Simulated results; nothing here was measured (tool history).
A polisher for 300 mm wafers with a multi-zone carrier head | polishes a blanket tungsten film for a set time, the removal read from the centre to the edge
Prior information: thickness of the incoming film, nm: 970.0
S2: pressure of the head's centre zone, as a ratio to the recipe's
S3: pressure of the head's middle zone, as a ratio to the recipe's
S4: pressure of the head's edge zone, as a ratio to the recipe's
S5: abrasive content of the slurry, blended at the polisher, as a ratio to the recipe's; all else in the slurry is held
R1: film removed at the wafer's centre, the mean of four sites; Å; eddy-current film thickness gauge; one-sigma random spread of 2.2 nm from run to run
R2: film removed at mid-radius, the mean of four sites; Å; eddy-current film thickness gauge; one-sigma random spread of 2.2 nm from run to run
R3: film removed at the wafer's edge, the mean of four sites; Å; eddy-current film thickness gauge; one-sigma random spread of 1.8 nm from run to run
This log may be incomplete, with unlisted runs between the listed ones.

run 1 day=0.000 | flow_of_slurry_(ml/min)=265 S2=1.00 S3=1.00 S4=1.00 S5=1.00 polishing_time_(s)=69 | R1=2222.0 R2=2225.6 R3=2206.6
run 2 day=0.308 | flow_of_slurry_(ml/min)=270 S2=1.03 S3=1.02 S4=0.96 S5=0.90 polishing_time_(s)=63 | R1=2071.2 R2=2030.1 R3=1919.3
run 3 day=0.642 | flow_of_slurry_(ml/min)=270 S2=1.04 S3=1.03 S4=0.93 S5=0.80 polishing_time_(s)=60 | R1=1905.8 R2=1956.1 R3=1732.1
run 4 day=0.950 | flow_of_slurry_(ml/min)=270 S2=1.04 S3=1.08 S4=0.93 S5=0.80 polishing_time_(s)=60 | R1=1982.1 R2=1981.0 R3=1762.5
run 5 day=1.246 | flow_of_slurry_(ml/min)=265 S2=1.06 S3=1.05 S4=0.92 S5=0.70 polishing_time_(s)=58 | R1=1853.1 R2=1820.2 R3=1647.4
run 6 day=1.425 | flow_of_slurry_(ml/min)=320 S2=1.06 S3=1.05 S4=0.92 S5=0.70 polishing_time_(s)=58 | R1=1866.8 R2=1864.4 R3=1672.9
run 7 day=1.767 | flow_of_slurry_(ml/min)=315 S2=1.07 S3=1.04 S4=0.89 S5=0.65 polishing_time_(s)=57 | R1=1803.1 R2=1839.9 R3=1603.2
run 8 day=1.817 | flow_of_slurry_(ml/min)=315 S2=1.15 S3=0.97 S4=0.84 S5=0.50 polishing_time_(s)=50 | R1=1657.6 R2=1449.1 R3=1324.4
run 9 day=1.908 | flow_of_slurry_(ml/min)=320 S2=1.14 S3=0.99 S4=0.85 S5=0.50 polishing_time_(s)=50 | R1=1618.5 R2=1465.6 R3=1349.3

Run 10, settings as shown, results not yet in. Your forecast:
run 10 day=2.196 | flow_of_slurry_(ml/min)=325 S2=1.14 S3=1.01 S4=0.85 S5=0.50 polishing_time_(s)=50 | R1=? R2=? R3=?

{"run 10": {"R1": 1649.3, "R2": 1461.6, "R3": 1307.8}}
